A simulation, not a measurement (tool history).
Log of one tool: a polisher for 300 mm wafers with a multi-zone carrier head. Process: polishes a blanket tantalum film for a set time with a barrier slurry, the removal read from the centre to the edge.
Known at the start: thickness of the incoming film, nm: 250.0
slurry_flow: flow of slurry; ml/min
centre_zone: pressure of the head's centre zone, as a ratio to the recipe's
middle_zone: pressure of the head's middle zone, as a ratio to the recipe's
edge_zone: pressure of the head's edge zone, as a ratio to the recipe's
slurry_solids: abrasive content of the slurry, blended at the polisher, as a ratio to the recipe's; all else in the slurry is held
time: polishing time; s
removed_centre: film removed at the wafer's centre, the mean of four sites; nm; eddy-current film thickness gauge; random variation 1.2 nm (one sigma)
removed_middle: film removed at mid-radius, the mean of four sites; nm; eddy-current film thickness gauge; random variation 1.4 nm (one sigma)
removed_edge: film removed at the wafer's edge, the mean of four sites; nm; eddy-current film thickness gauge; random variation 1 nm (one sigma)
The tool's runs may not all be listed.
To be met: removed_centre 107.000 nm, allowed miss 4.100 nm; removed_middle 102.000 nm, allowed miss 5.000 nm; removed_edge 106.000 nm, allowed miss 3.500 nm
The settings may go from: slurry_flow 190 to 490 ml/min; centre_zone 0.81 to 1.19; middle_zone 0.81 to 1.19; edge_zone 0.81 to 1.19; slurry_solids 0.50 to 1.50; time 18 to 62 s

Run 1, hour 0.0: slurry_flow 315 ml/min, centre_zone 1.00, middle_zone 1.00, edge_zone 1.00, slurry_solids 1.00, time 40 s. Result: removed_centre 72.898 nm, removed_middle 74.544 nm, removed_edge 75.340 nm.
Run 2, hour 7.3: slurry_flow 250 ml/min, centre_zone 1.00, middle_zone 1.00, edge_zone 1.00, slurry_solids 1.00, time 40 s. Result: removed_centre 71.259 nm, removed_middle 73.442 nm, removed_edge 73.318 nm.
Run 3, hour 11.7: slurry_flow 260 ml/min, centre_zone 1.02, middle_zone 1.01, edge_zone 1.03, slurry_solids 1.10, time 41 s. Result: removed_centre 75.786 nm, removed_middle 79.756 nm, removed_edge 78.982 nm.
Run 4, hour 12.6: slurry_flow 270 ml/min, centre_zone 1.05, middle_zone 1.00, edge_zone 1.05, slurry_solids 1.15, time 42 s. Result: removed_centre 80.777 nm, removed_middle 81.427 nm, removed_edge 82.521 nm.
Run 5, hour 13.9: slurry_flow 305 ml/min, centre_zone 1.05, middle_zone 1.00, edge_zone 1.05, slurry_solids 1.15, time 42 s. Result: removed_centre 82.875 nm, removed_middle 81.643 nm, removed_edge 86.082 nm.
Run 6, hour 15.5: slurry_flow 320 ml/min, centre_zone 1.07, middle_zone 1.02, edge_zone 1.06, slurry_solids 1.20, time 42 s. Result: removed_centre 85.267 nm, removed_middle 83.504 nm, removed_edge 85.560 nm.
Run 7, hour 17.3: slurry_flow 325 ml/min, centre_zone 1.08, middle_zone 1.02, edge_zone 1.07, slurry_solids 1.25, time 43 s. Result: removed_centre 89.393 nm, removed_middle 90.138 nm, removed_edge 90.616 nm.
Run 8, hour 19.1: slurry_flow 335 ml/min, centre_zone 1.10, middle_zone 1.02, edge_zone 1.08, slurry_solids 1.30, time 43 s. Result: removed_centre 92.422 nm, removed_middle 87.659 nm, removed_edge 91.084 nm.
Run 9, hour 20.9: slurry_flow 335 ml/min, centre_zone 1.10, middle_zone 1.02, edge_zone 1.08, slurry_solids 1.30, time 43 s. Result: removed_centre 92.495 nm, removed_middle 88.602 nm, removed_edge 91.027 nm.
Run 10, hour 24.7: slurry_flow 340 ml/min, centre_zone 1.11, middle_zone 1.02, edge_zone 1.09, slurry_solids 1.35, time 43 s. Result: removed_centre 93.880 nm, removed_middle 88.501 nm, removed_edge 92.967 nm.
At hour 26.1: edge zone pressure recalibrated.
Run 11, hour 26.1: slurry_flow 345 ml/min, centre_zone 1.12, middle_zone 1.03, edge_zone 1.10, slurry_solids 1.40, time 43 s. Result: removed_centre 96.412 nm, removed_middle 92.183 nm, removed_edge 89.177 nm.
Run 12, hour 33.0: slurry_flow 355 ml/min, centre_zone 1.12, middle_zone 1.03, edge_zone 1.11, slurry_solids 1.40, time 44 s. Result: removed_centre 99.493 nm, removed_middle 93.520 nm, removed_edge 94.389 nm.
Run 13, hour 37.2: slurry_flow 405 ml/min, centre_zone 1.14, middle_zone 1.10, edge_zone 1.19, slurry_solids 1.50, time 44 s. Result: removed_centre 101.890 nm, removed_middle 98.279 nm, removed_edge 99.072 nm.
Run 14, hour 42.2: slurry_flow 405 ml/min, centre_zone 1.14, middle_zone 1.09, edge_zone 1.19, slurry_solids 1.50, time 44 s. Result: removed_centre 102.130 nm, removed_middle 100.280 nm, removed_edge 99.653 nm.
Run 15, hour 50.3: slurry_flow 405 ml/min, centre_zone 1.14, middle_zone 1.08, edge_zone 1.19, slurry_solids 1.50, time 44 s. Result: removed_centre 102.490 nm, removed_middle 99.739 nm, removed_edge 99.500 nm.
Run 16, hour 54.9: slurry_flow 405 ml/min, centre_zone 1.14, middle_zone 1.07, edge_zone 1.19, slurry_solids 1.50, time 44 s. Result: removed_centre 102.160 nm, removed_middle 99.815 nm, removed_edge 98.538 nm.
Run 17, hour 58.7: slurry_flow 390 ml/min, centre_zone 1.14, middle_zone 1.06, edge_zone 1.19, slurry_solids 1.45, time 45 s. Result: removed_centre 103.820 nm, removed_middle 99.019 nm, removed_edge 100.170 nm.
Run 18, hour 60.2: slurry_flow 390 ml/min, centre_zone 1.13, middle_zone 1.05, edge_zone 1.19, slurry_solids 1.45, time 45 s. Result: removed_centre 104.240 nm, removed_middle 98.877 nm, removed_edge 100.930 nm.

5 next moves are on the table. One of them brings every result within its allowed miss. Which?
Run A, hour 61.7: slurry_flow 405 ml/min, centre_zone 0.99, middle_zone 1.13, edge_zone 1.18, slurry_solids 1.40, time 47 s. Result: removed_centre ?, removed_middle ?, removed_edge ?.
Run B, hour 61.7: slurry_flow 455 ml/min, centre_zone 1.19, middle_zone 1.10, edge_zone 0.99, slurry_solids 1.50, time 44 s. Result: removed_centre ?, removed_middle ?, removed_edge ?.
Run C, hour 61.7: slurry_flow 395 ml/min, centre_zone 1.11, middle_zone 1.01, edge_zone 1.19, slurry_solids 1.40, time 48 s. Result: removed_centre ?, removed_middle ?, removed_edge ?.
Run D, hour 61.7: slurry_flow 405 ml/min, centre_zone 1.08, middle_zone 0.81, edge_zone 1.16, slurry_solids 1.25, time 51 s. Result: removed_centre ?, removed_middle ?, removed_edge ?.
Run E, hour 61.7: slurry_flow 370 ml/min, centre_zone 1.05, middle_zone 1.16, edge_zone 1.17, slurry_solids 1.40, time 45 s. Result: removed_centre ?, removed_middle ?, removed_edge ?.

move  removed_centre  removed_middle  removed_edge
   A          94.276         108.570       102.150
   B         103.950         102.170        90.666
   C         104.570         102.370       104.710
   D         105.800          91.650       107.190
   E          93.552         105.100        96.851
A: further off than the last run
B: further off than the last run
C: meets every target
D: brings the result that was furthest off to its target, and leaves another outside
E: further off than the last run
Answer: C
